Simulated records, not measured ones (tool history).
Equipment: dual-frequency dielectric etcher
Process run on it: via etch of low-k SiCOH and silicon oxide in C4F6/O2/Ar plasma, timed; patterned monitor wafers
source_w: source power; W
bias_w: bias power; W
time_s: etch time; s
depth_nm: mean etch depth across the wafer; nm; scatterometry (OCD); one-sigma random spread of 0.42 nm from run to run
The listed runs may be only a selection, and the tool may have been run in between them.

run,hour,source_w,bias_w,time_s,depth_nm
1,0,340,187,25,64.11
2,8.9,360,192,25,65.47
3,17.3,360,160,25,63.12
4,21.5,360,187,25,65.505
5,27.8,360,187,22.5,59.901
6,31.9,360,167,22.5,57.738
7,37.3,380,183,23,61.938
8,45.9,390,194,23.5,63.969

Run 9 comes next. What will it give?
9,47,450,229,25,?

depth_nm: 75.804 nm

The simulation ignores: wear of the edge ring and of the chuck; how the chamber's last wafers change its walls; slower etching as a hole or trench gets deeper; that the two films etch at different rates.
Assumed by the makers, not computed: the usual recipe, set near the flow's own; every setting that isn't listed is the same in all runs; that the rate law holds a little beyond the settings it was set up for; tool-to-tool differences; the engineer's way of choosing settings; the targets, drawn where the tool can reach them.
